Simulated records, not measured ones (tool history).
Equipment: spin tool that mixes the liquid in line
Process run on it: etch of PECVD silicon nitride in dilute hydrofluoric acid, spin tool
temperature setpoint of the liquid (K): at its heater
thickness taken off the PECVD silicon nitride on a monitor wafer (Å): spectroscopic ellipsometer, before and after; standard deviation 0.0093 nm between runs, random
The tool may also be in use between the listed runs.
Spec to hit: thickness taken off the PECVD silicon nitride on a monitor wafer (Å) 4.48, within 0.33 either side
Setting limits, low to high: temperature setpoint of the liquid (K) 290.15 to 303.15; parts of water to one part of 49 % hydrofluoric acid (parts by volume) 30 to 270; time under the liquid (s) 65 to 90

run  hour  temperature setpoint of the liquid (K)  parts of water to one part of 49 % hydrofluoric acid (parts by volume)  time under the liquid (s)  thickness taken off the PECVD silicon nitride on a monitor wafer (Å)
  1     0                                  295.15                                                                     150                         90                                                                8.3514
  2   0.9                                  295.15                                                                     115                         90                                                                10.684
  3   9.5                                  295.15                                                                     140                         90                                                                8.5878
  4  15.9                                  295.15                                                                      95                         90                                                                12.849
     23.4  -- thermometer replaced
  5  23.4                                  295.15                                                                      95                         90                                                                14.845
  6  28.2                                  294.15                                                                     115                         90                                                                11.629
  7  33.5                                  294.15                                                                     140                         90                                                                9.2366
  8  36.1                                  294.15                                                                     160                         90                                                                7.8286
  9  41.1                                  294.15                                                                     175                         90                                                                 7.468
 10  46.1                                  294.15                                                                     195                         90                                                                6.7712
 11  50.7                                  294.15                                                                     210                         90                                                                6.2905
 12  59.6                                  294.15                                                                     210                         90                                                                 6.517

Of the 4 settings listed for the next run, only one would bring every result within its allowed miss of target. Which one?
  A  68.5                                  293.65                                                                     170                         90                                                                     ?
  B  68.5                                  292.65                                                                     230                         65                                                                     ?
  C  68.5                                  292.15                                                                     195                         85                                                                     ?
  D  68.5                                  295.15                                                                     225                         65                                                                     ?

move  thickness taken off the PECVD silicon nitride on a monitor wafer (Å)
   A                                                                7.8266
   B                                                                3.9464
   C                                                                5.8582
   D                                                                4.7379
A: the biggest miss grows against the last run
B: moves the result that the last run missed by most past its target, out the other side
C: gains on the last run, yet a result remains outside its allowed miss
D: in spec on every target
D meets every target.
